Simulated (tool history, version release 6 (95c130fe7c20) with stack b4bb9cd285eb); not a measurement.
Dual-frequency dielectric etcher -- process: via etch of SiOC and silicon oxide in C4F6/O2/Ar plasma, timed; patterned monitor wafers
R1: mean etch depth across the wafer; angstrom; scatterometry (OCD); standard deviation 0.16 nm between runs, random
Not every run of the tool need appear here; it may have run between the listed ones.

Run 1, hour 0.0: source power (W) 350, bias power (W) 180, etch time (s) 53.5. Result: R1 609.11 angstrom.
Run 2, hour 8.2: source power (W) 350, bias power (W) 159, etch time (s) 53.5. Result: R1 590.12 angstrom.
Run 3, hour 14.3: source power (W) 350, bias power (W) 159, etch time (s) 53.5. Result: R1 589.35 angstrom.
Run 4, hour 19.6: source power (W) 350, bias power (W) 159, etch time (s) 49.0. Result: R1 542.81 angstrom.
Run 5, hour 21.3: source power (W) 390, bias power (W) 169, etch time (s) 49.0. Result: R1 573.37 angstrom.
Run 6, hour 25.1: source power (W) 450, bias power (W) 169, etch time (s) 49.0. Result: R1 613.15 angstrom.
Run 7, hour 25.9: source power (W) 460, bias power (W) 179, etch time (s) 49.0. Result: R1 628.28 angstrom.
Run 8, hour 31.6: source power (W) 470, bias power (W) 186, etch time (s) 49.0. Result: R1 639.76 angstrom.

What will run 9 give?
Run 9, hour 39.3: source power (W) 480, bias power (W) 192, etch time (s) 49.0. Result: R1 ?.

{"run 9": {"R1": 647.79}}

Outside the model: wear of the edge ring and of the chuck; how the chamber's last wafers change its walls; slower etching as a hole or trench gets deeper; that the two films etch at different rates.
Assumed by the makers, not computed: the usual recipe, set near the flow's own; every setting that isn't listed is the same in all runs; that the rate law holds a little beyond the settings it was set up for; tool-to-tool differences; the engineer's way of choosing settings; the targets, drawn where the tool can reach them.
